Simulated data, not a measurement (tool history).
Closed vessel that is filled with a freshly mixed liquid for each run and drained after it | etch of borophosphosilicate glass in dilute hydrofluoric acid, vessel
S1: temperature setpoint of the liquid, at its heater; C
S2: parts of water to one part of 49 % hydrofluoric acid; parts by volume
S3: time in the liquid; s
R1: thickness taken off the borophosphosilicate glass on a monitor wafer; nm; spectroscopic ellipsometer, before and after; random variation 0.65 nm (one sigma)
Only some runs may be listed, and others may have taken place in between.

run 1 hour=0 | S1=25 S2=40 S3=30 | R1=42.214
run 2 hour=6.1 | S1=25 S2=40 S3=30 | R1=41.895
run 3 hour=13.3 | S1=27 S2=40 S3=30 | R1=45.84
run 4 hour=16.8 | S1=25 S2=40 S3=30 | R1=42.934
run 5 hour=20.4 | S1=27 S2=40 S3=30 | R1=45.479
run 6 hour=27 | S1=28.5 S2=40 S3=30 | R1=49.334
run 7 hour=30.3 | S1=32.5 S2=35 S3=30 | R1=65.391
run 8 hour=35.3 | S1=33 S2=35 S3=30 | R1=66.774
run 9 hour=37.7 | S1=33 S2=30 S3=30 | R1=79.475

Run 10 has not been measured yet. What should we expect?
run 10 hour=39 | S1=32.5 S2=30 S3=30 | R1=?

R1: 76.975 nm
